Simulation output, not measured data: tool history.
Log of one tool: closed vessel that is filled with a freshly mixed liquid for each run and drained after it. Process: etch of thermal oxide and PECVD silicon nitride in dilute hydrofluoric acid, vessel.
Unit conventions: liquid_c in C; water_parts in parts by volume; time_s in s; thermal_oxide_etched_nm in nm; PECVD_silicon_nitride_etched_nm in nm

run	hour	liquid_c	water_parts	time_s	thermal_oxide_etched_nm	PECVD_silicon_nitride_etched_nm
1	0	23	205	545	10.572	4.0983
2	8.6	23	205	635	12.423	4.8137
3	15.6	22.5	235	530	8.5754	3.4035
4	17.1	22.5	235	370	5.9462	2.3541
5	21.9	24	235	370	6.3432	2.6026
6	28.5	25.5	235	370	6.6724	2.8731
7	32	25	260	310	4.8163	2.1251
8	40.3	24.5	280	270	3.7502	1.6658
9	46.3	24	295	245	3.143	1.3671
10	53.7	24	305	220	2.7014	1.1781
11	60.3	24	315	200	2.3503	1.0592

Expected results for the next run?
12	66	23	365	120	?	?

thermal_oxide_etched_nm: 1.1189 nm
PECVD_silicon_nitride_etched_nm: 0.51979 nm
